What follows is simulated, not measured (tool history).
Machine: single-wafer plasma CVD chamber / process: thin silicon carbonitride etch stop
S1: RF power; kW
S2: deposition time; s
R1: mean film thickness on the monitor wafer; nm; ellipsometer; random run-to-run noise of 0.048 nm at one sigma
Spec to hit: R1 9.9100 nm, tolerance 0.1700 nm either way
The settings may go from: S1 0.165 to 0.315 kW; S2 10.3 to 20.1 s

run  hour     S1    S2      R1
  1   0.0  0.240  15.2  8.6039
  2   1.1  0.255  15.2  8.7400
  3   5.7  0.275  15.2  8.8867
  4   8.5  0.275  16.2  9.4942
  5  16.4  0.280  16.2  9.5777
  6  22.0  0.280  14.1  8.3458
  7  28.9  0.280  14.1  8.3502
  8  31.3  0.285  14.4  8.4894
  9  36.4  0.285  14.7  8.6725
 10  41.3  0.285  14.9  8.7345
 11  42.2  0.285  15.1  8.9509
 12  43.2  0.285  15.2  9.0264

Of the 4 settings listed for the next run, only one would bring every result within its allowed miss of target. Which one?
  A  44.2  0.315  16.3   ?
  B  44.2  0.290  17.2   ?
  C  44.2  0.315  17.1   ?
  D  44.2  0.305  17.1   ?

move       R1
   A   9.8960
   B  10.2340
   C  10.3820
   D  10.3000
A: each result inside its tolerance
B: carries the result that was furthest off beyond its target, to the other side
C: carries the result that was furthest off beyond its target, to the other side
D: carries the result that was furthest off beyond its target, to the other side
Correct choice: A, which meets every target

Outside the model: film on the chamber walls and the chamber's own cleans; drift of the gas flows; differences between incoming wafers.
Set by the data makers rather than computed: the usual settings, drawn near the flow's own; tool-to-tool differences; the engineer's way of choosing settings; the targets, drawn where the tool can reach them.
